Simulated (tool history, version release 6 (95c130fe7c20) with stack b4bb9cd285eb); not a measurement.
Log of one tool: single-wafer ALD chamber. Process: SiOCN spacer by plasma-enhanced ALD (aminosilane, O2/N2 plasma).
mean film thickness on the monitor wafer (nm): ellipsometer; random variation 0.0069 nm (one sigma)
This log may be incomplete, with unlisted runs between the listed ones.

run	day	heater temperature setpoint (deg C)	number of ALD cycles (cycles)	mean film thickness on the monitor wafer (nm)
1	0.000	400	39	2.1589
2	0.342	400	44	2.4448
3	0.521	401	42	2.3350
4	0.562	401	40	2.2194
5	0.729	401	35	1.9352
6	1.042	401	34	1.8863
7	1.338	401	34	1.8945

What will run 8 give?
8	1.429	401	33	?

Run 8 came out at mean film thickness on the monitor wafer (nm) 1.8362.
